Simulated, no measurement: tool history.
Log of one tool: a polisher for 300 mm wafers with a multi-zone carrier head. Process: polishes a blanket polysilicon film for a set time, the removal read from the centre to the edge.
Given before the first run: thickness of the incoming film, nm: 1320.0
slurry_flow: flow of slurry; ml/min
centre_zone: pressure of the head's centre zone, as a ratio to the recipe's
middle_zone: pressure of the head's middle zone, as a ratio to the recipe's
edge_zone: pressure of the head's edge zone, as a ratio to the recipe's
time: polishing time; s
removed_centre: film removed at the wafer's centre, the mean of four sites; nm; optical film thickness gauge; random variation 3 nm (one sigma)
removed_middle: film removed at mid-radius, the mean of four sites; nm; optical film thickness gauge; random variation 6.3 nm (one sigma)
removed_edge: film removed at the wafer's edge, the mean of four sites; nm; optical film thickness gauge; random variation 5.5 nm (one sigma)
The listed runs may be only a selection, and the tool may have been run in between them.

run  hour  slurry_flow  centre_zone  middle_zone  edge_zone  time  removed_centre  removed_middle  removed_edge
  1     0          175            1            1          1    54          372.96          370.94        384.45
  2   4.6          175            1         1.07          1    54          375.44          397.46        382.41
  3  13.2          175            1         1.14          1    54          373.21          422.37        376.25
  4    16          155            1         1.14          1    54          359.41          402.29        374.15
  5  21.3          120            1         1.14          1    54          327.28          368.17        356.47
  6    26          120            1         1.14          1    65          389.71          447.99        423.32
  7    29          120            1         1.14          1    65          395.34          437.98        419.71
  8  35.4          135         1.02         1.11          1    65           420.3          456.36        432.58
  9  43.2          145         1.03         1.08       0.99    65          437.87           452.3        434.37
     50.8  -- slurry nozzle cleaned
 10  50.8          150         1.04         1.06       0.99    65          485.79           491.2         470.7

Forecast run 11:
 11  52.5          145         1.04         1.04       0.97    64               ?               ?             ?

{"run 11": {"removed_centre": 477.61, "removed_middle": 478.02, "removed_edge": 458.62}}

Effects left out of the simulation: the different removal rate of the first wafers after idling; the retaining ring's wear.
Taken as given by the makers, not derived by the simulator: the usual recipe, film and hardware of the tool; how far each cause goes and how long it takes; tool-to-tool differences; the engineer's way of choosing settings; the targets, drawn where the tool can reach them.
